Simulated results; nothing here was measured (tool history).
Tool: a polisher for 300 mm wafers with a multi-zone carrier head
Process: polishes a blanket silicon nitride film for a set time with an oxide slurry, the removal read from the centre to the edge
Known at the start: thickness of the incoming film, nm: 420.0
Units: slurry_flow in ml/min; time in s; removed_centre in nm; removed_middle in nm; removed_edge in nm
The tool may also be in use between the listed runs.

{"run": 1, "hour": 0.0, "slurry_flow": 210, "centre_zone": 1, "middle_zone": 1, "edge_zone": 1, "slurry_solids": 1, "time": 65, "removed_centre": 43.4, "removed_middle": 43.392, "removed_edge": 45.852}
{"run": 2, "hour": 2.9, "slurry_flow": 205, "centre_zone": 0.98, "middle_zone": 0.97, "edge_zone": 0.97, "slurry_solids": 0.9, "time": 63, "removed_centre": 39.303, "removed_middle": 38.963, "removed_edge": 41.297}
{"run": 3, "hour": 9.8, "slurry_flow": 195, "centre_zone": 0.95, "middle_zone": 0.94, "edge_zone": 0.94, "slurry_solids": 0.8, "time": 62, "removed_centre": 35.299, "removed_middle": 35.087, "removed_edge": 37.677}
{"run": 4, "hour": 17.2, "slurry_flow": 190, "centre_zone": 0.93, "middle_zone": 0.92, "edge_zone": 0.91, "slurry_solids": 0.75, "time": 62, "removed_centre": 33.105, "removed_middle": 33.055, "removed_edge": 36.271}
{"hour": 17.9, "done": "edge zone pressure recalibrated"}
{"run": 5, "hour": 17.9, "slurry_flow": 190, "centre_zone": 0.93, "middle_zone": 0.91, "edge_zone": 0.89, "slurry_solids": 0.7, "time": 61, "removed_centre": 31.711, "removed_middle": 31.229, "removed_edge": 32.804}
{"run": 6, "hour": 25.6, "slurry_flow": 180, "centre_zone": 0.91, "middle_zone": 0.89, "edge_zone": 0.87, "slurry_solids": 0.7, "time": 61, "removed_centre": 30.546, "removed_middle": 31.377, "removed_edge": 32.35}
{"run": 7, "hour": 30.3, "slurry_flow": 180, "centre_zone": 0.91, "middle_zone": 0.87, "edge_zone": 0.87, "slurry_solids": 0.65, "time": 61, "removed_centre": 29.703, "removed_middle": 28.714, "removed_edge": 30.851}
{"run": 8, "hour": 38.1, "slurry_flow": 170, "centre_zone": 0.9, "middle_zone": 0.86, "edge_zone": 0.87, "slurry_solids": 0.65, "time": 61, "removed_centre": 28.771, "removed_middle": 28.579, "removed_edge": 30.786}
{"run": 9, "hour": 42.2, "slurry_flow": 160, "centre_zone": 0.9, "middle_zone": 0.85, "edge_zone": 0.87, "slurry_solids": 0.65, "time": 61, "removed_centre": 28.402, "removed_middle": 27.621, "removed_edge": 30.565}
{"run": 10, "hour": 44.0, "slurry_flow": 155, "centre_zone": 0.9, "middle_zone": 0.85, "edge_zone": 0.86, "slurry_solids": 0.65, "time": 61, "removed_centre": 28.241, "removed_middle": 27.795, "removed_edge": 30.287}
{"run": 11, "hour": 45.2, "slurry_flow": 150, "centre_zone": 0.9, "middle_zone": 0.84, "edge_zone": 0.86, "slurry_solids": 0.65, "time": 61, "removed_centre": 27.868, "removed_middle": 27.415, "removed_edge": 29.734}

Run 12 comes next. What will it give?
{"run": 12, "hour": 46.0, "slurry_flow": 145, "centre_zone": 0.9, "middle_zone": 0.84, "edge_zone": 0.86, "slurry_solids": 0.65, "time": 61, "removed_centre": "?", "removed_middle": "?", "removed_edge": "?"}

removed_centre: 27.879 nm
removed_middle: 27.294 nm
removed_edge: 29.627 nm
